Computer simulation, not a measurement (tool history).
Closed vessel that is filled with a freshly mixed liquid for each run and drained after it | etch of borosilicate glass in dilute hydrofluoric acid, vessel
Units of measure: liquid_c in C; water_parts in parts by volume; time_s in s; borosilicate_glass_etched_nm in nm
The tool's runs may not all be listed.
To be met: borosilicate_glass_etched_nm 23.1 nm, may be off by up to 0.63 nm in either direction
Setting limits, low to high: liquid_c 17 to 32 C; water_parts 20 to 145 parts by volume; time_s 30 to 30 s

run 1 hour=0 | liquid_c=24 water_parts=80 time_s=30 | borosilicate_glass_etched_nm=10.309
run 2 hour=3.5 | liquid_c=26 water_parts=70 time_s=30 | borosilicate_glass_etched_nm=12.735
run 3 hour=12.4 | liquid_c=29 water_parts=70 time_s=30 | borosilicate_glass_etched_nm=14.444
run 4 hour=14.2 | liquid_c=30.5 water_parts=70 time_s=30 | borosilicate_glass_etched_nm=15.347
run 5 hour=21 | liquid_c=32 water_parts=70 time_s=30 | borosilicate_glass_etched_nm=16.14
run 6 hour=24.2 | liquid_c=28.5 water_parts=70 time_s=30 | borosilicate_glass_etched_nm=14.113
run 7 hour=28.4 | liquid_c=29.5 water_parts=65 time_s=30 | borosilicate_glass_etched_nm=15.802
run 8 hour=30.8 | liquid_c=30 water_parts=60 time_s=30 | borosilicate_glass_etched_nm=17.827
run 9 hour=32.4 | liquid_c=30.5 water_parts=55 time_s=30 | borosilicate_glass_etched_nm=19.717
run 10 hour=37.8 | liquid_c=31 water_parts=55 time_s=30 | borosilicate_glass_etched_nm=20.272

Which one of the following 4 next-run settings gets every result inside its allowed miss? There is exactly one.
run A hour=43.2 | liquid_c=31 water_parts=60 time_s=30 | borosilicate_glass_etched_nm=?
run B hour=43.2 | liquid_c=30 water_parts=60 time_s=30 | borosilicate_glass_etched_nm=?
run C hour=43.2 | liquid_c=32 water_parts=65 time_s=30 | borosilicate_glass_etched_nm=?
run D hour=43.2 | liquid_c=29 water_parts=45 time_s=30 | borosilicate_glass_etched_nm=?

move=A borosilicate_glass_etched_nm=18.353
move=B borosilicate_glass_etched_nm=17.656
move=C borosilicate_glass_etched_nm=17.465
move=D borosilicate_glass_etched_nm=23.153
A: misses by more than the last run did
B: misses by more than the last run did
C: misses by more than the last run did
D: all results in spec
D is the move that brings every result within its allowed miss.

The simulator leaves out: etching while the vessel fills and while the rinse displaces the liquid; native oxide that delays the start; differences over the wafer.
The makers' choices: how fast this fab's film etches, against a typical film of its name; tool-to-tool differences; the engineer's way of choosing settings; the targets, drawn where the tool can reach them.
